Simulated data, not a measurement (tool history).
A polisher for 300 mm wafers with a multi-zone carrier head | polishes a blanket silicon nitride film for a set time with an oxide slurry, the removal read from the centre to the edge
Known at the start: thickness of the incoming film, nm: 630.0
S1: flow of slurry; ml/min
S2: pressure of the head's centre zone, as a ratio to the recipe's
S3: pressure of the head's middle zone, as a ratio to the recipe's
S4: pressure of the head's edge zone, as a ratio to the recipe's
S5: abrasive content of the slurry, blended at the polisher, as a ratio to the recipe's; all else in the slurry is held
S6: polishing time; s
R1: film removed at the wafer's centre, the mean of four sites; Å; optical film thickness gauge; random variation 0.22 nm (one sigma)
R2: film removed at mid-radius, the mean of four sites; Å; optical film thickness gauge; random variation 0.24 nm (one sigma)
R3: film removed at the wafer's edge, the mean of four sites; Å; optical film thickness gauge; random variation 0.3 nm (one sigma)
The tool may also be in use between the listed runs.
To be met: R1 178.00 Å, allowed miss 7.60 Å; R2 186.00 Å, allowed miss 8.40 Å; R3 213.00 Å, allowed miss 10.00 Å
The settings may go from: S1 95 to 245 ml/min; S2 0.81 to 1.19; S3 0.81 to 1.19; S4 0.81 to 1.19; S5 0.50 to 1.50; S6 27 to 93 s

run,hour,S1,S2,S3,S4,S5,S6,R1,R2,R3
1,0.0,155,1.00,1.00,1.00,1.00,59,280.48,250.44,249.41
2,6.9,155,0.95,1.00,1.00,1.00,59,259.10,258.92,247.77
3,8.4,145,0.93,0.96,1.02,0.95,59,258.47,245.44,246.19
4,10.9,135,0.90,0.95,1.06,0.90,57,229.76,225.47,237.88
5,13.5,130,0.88,0.94,1.07,0.85,57,217.38,219.41,227.63
6,19.3,130,0.88,0.94,1.07,0.85,64,245.80,246.48,256.90
7,23.7,125,0.86,0.93,1.09,0.80,63,228.21,225.46,246.02
8,26.8,120,0.85,0.94,1.11,0.75,63,211.75,227.22,241.26
9,35.7,115,0.84,0.92,1.12,0.70,63,205.56,211.81,233.79
10,39.5,110,0.83,0.92,1.13,0.65,63,194.82,203.04,228.25
11,44.3,105,0.82,0.91,1.13,0.60,63,184.56,198.56,213.04

4 next moves are on the table. One of them brings every result within its allowed miss. Which?
A,49.1,110,0.82,0.95,1.10,0.55,66,?,?,?
B,49.1,95,0.81,1.06,1.19,0.60,64,?,?,?
C,49.1,115,0.84,0.81,1.18,0.70,59,?,?,?
D,49.1,100,0.83,0.91,1.15,0.70,57,?,?,?

move,R1,R2,R3
A,189.38,206.71,221.27
B,180.82,219.41,222.78
C,191.99,180.02,224.21
D,177.20,185.13,209.91
A: further off than the last run
B: further off than the last run
C: brings the result that was furthest off to its target, and leaves another outside
D: meets every target
Move D is the one to make.
